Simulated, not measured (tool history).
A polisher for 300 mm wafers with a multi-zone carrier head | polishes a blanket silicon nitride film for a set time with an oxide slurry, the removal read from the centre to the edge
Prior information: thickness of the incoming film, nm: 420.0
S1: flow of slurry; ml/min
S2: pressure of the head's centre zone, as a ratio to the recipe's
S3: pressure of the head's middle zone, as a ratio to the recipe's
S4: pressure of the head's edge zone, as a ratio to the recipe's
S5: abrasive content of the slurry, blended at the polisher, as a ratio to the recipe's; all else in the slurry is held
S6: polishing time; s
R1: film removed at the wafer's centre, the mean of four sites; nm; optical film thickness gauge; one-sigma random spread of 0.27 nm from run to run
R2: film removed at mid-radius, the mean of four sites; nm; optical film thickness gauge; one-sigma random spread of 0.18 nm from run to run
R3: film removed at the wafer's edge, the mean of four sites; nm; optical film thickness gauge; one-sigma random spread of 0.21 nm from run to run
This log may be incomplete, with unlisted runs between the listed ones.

| run | hour | S1 | S2 | S3 | S4 | S5 | S6 | R1 | R2 | R3 |
|---|---|---|---|---|---|---|---|---|---|---|
| 1 | 0.0 | 130 | 1.00 | 1.00 | 1.00 | 1.00 | 64 | 49.555 | 49.749 | 52.535 |
| 2 | 5.1 | 130 | 1.00 | 1.00 | 1.00 | 1.20 | 64 | 53.336 | 52.413 | 56.470 |
| 3 | 12.1 | 130 | 1.00 | 1.00 | 1.00 | 1.20 | 57 | 47.308 | 46.395 | 49.802 |
| 4 | 16.8 | 130 | 0.94 | 1.00 | 1.00 | 1.20 | 57 | 44.548 | 47.114 | 49.553 |
| 5 | 24.3 | 130 | 0.94 | 0.92 | 1.00 | 1.20 | 57 | 45.480 | 43.943 | 49.234 |
| 6 | 29.8 | 115 | 0.92 | 0.88 | 0.99 | 0.95 | 55 | 38.837 | 36.507 | 43.308 |
| 7 | 34.3 | 110 | 0.89 | 0.87 | 0.94 | 0.80 | 54 | 34.618 | 33.327 | 39.242 |
| 8 | 41.5 | 105 | 0.88 | 0.87 | 0.90 | 0.70 | 53 | 31.728 | 31.120 | 35.722 |
| 9 | 50.1 | 100 | 0.87 | 0.86 | 0.87 | 0.65 | 53 | 29.918 | 29.593 | 34.490 |

What does the tool deliver on the next run?
|  | 51.4 | slurry nozzle cleaned |
| 10 | 51.4 | 95 | 0.87 | 0.86 | 0.85 | 0.65 | 53 | ? | ? | ? |

{"run 10": {"R1": 32.593, "R2": 31.463, "R3": 35.481}}
